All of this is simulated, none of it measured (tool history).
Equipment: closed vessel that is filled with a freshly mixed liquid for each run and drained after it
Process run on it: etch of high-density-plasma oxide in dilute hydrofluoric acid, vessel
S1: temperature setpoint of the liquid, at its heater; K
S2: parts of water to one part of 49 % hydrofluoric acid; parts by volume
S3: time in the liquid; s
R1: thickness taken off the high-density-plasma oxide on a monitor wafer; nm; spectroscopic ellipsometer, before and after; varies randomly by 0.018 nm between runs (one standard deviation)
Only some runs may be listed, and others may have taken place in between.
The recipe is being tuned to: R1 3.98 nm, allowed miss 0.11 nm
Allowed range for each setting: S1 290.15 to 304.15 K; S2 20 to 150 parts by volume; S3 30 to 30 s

Run 1, hour 0: S1 296.15 K, S2 85 parts by volume, S3 30 s. Result: R1 2.9015 nm.
Run 2, hour 6.2: S1 296.15 K, S2 110 parts by volume, S3 30 s. Result: R1 2.1485 nm.
Run 3, hour 9.8: S1 297.15 K, S2 105 parts by volume, S3 30 s. Result: R1 2.3537 nm.
Run 4, hour 12.1: S1 297.65 K, S2 100 parts by volume, S3 30 s. Result: R1 2.556 nm.
Run 5, hour 14.4: S1 299.15 K, S2 100 parts by volume, S3 30 s. Result: R1 2.7205 nm.
Run 6, hour 18.4: S1 296.15 K, S2 100 parts by volume, S3 30 s. Result: R1 2.4081 nm.
Run 7, hour 25.5: S1 297.15 K, S2 100 parts by volume, S3 30 s. Result: R1 2.4894 nm.
Run 8, hour 32.1: S1 297.65 K, S2 100 parts by volume, S3 30 s. Result: R1 2.5424 nm.
Run 9, hour 34.7: S1 301.65 K, S2 80 parts by volume, S3 30 s. Result: R1 3.8143 nm.

Exercise: of the 4 proposed moves below, exactly one satisfies all targets within the stated allowed misses. Which move is it?
Run A, hour 37.3: S1 300.65 K, S2 70 parts by volume, S3 30 s. Result: R1 ?.
Run B, hour 37.3: S1 301.15 K, S2 80 parts by volume, S3 30 s. Result: R1 ?.
Run C, hour 37.3: S1 298.65 K, S2 70 parts by volume, S3 30 s. Result: R1 ?.
Run D, hour 37.3: S1 300.15 K, S2 70 parts by volume, S3 30 s. Result: R1 ?.

move      R1
   A   4.271
   B   3.758
   C  3.9452
   D  4.1876
A: takes the biggest miss from the last run beyond its target
B: its largest miss is bigger than the last run's
C: each result inside its tolerance
D: takes the biggest miss from the last run beyond its target
Correct choice: C, which meets every target

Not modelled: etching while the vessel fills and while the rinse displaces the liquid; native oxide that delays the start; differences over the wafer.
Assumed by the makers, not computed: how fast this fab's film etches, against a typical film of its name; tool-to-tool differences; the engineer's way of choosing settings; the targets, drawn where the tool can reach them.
